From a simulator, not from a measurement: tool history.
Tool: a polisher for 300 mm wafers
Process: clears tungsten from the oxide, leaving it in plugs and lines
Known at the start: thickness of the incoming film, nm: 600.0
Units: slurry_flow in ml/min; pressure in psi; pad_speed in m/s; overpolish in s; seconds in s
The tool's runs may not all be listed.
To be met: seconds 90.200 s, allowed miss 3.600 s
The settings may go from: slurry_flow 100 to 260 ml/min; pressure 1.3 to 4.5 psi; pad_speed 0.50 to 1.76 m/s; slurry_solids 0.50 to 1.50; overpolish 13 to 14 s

| run | hour | slurry_flow | pressure | pad_speed | slurry_solids | overpolish | seconds |
|---|---|---|---|---|---|---|---|
| 1 | 0.0 | 165 | 2.9 | 1.12 | 1.00 | 13 | 142.380 |
| 2 | 5.4 | 165 | 2.9 | 1.12 | 0.90 | 13 | 151.600 |
| 3 | 7.1 | 165 | 2.9 | 1.12 | 1.05 | 13 | 145.800 |
| 4 | 11.3 | 170 | 3.3 | 1.12 | 1.05 | 13 | 124.530 |
| 5 | 18.0 | 130 | 3.3 | 1.12 | 1.05 | 13 | 125.500 |
| 6 | 24.8 | 145 | 3.3 | 1.12 | 1.05 | 13 | 125.910 |
| 7 | 26.9 | 145 | 3.6 | 1.12 | 1.05 | 13 | 115.050 |
| 8 | 29.1 | 145 | 3.8 | 1.12 | 1.05 | 13 | 109.290 |
| 9 | 33.2 | 145 | 4.0 | 1.12 | 1.05 | 13 | 105.300 |
| 10 | 35.8 | 145 | 4.1 | 1.14 | 1.05 | 13 | 100.650 |

Which of these 5 next moves meets every target?
| A | 38.4 | 165 | 3.7 | 1.12 | 1.10 | 13 | ? |
| B | 38.4 | 130 | 4.5 | 1.20 | 1.00 | 13 | ? |
| C | 38.4 | 155 | 4.4 | 1.10 | 1.00 | 13 | ? |
| D | 38.4 | 185 | 4.0 | 0.90 | 1.20 | 13 | ? |
| E | 38.4 | 125 | 4.0 | 1.64 | 0.95 | 13 | ? |

| move | seconds |
|---|---|
| A | 111.830 |
| B | 92.306 |
| C | 99.071 |
| D | 117.120 |
| E | 82.567 |
A: further off than the last run
B: meets every target
C: nearer than the last run, and not there yet
D: further off than the last run
E: takes the result that was furthest off past its target
Answer: B
